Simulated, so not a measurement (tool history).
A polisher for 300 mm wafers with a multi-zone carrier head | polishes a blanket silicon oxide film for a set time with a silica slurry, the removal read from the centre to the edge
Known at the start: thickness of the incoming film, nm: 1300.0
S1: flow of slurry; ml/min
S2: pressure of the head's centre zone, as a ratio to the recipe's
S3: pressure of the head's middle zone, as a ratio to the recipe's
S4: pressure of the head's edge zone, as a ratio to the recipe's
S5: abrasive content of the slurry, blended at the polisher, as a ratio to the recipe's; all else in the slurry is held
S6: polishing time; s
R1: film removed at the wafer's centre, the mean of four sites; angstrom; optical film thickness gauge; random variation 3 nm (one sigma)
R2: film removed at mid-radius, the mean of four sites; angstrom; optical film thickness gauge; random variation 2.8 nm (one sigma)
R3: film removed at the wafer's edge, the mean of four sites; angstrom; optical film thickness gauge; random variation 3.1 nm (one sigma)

run,day,S1,S2,S3,S4,S5,S6,R1,R2,R3
1,0,150,1,1,1,1,87,3286,3086.3,3110.6
2,0.321,150,0.99,1,0.99,0.95,87,3198.8,3014.8,3007.2
3,0.4,150,0.99,1,1.07,0.95,87,3196.8,3063.1,3105.5
4,0.492,150,0.92,1,1.07,0.95,87,3064.8,3005.8,3109.3
5,0.829,150,0.92,1.01,1.06,0.9,87,2948,2974,3025
6,0.879,165,0.92,1.01,1.06,0.9,87,2875.8,3007.4,3115
7,1.229,125,0.87,1.05,0.96,0.65,85,1882.3,2041,1898.6
8,1.533,135,0.88,1.05,0.96,0.65,85,1924.8,2056.9,1988.4
9,1.65,140,0.89,1.06,0.96,0.65,85,1957.2,2119.7,1963.6
# day 1.683: centre zone pressure recalibrated
10,1.683,145,0.9,1.06,0.96,0.65,85,1863.6,2140.3,2003.4
11,1.9,145,0.92,1.06,0.97,0.65,85,1906,2166,2058.4
12,2.004,145,0.93,1.06,0.97,0.65,85,1901.9,2150.3,1981.8
13,2.108,185,0.99,1.08,1.06,0.85,86,2861.9,3090.7,2973.3

Forecast run 14:
14,2.421,175,0.98,1.08,1.05,0.85,86,?,?,?

{"run 14": {"R1": 2806, "R2": 3067.8, "R3": 2901.6}}

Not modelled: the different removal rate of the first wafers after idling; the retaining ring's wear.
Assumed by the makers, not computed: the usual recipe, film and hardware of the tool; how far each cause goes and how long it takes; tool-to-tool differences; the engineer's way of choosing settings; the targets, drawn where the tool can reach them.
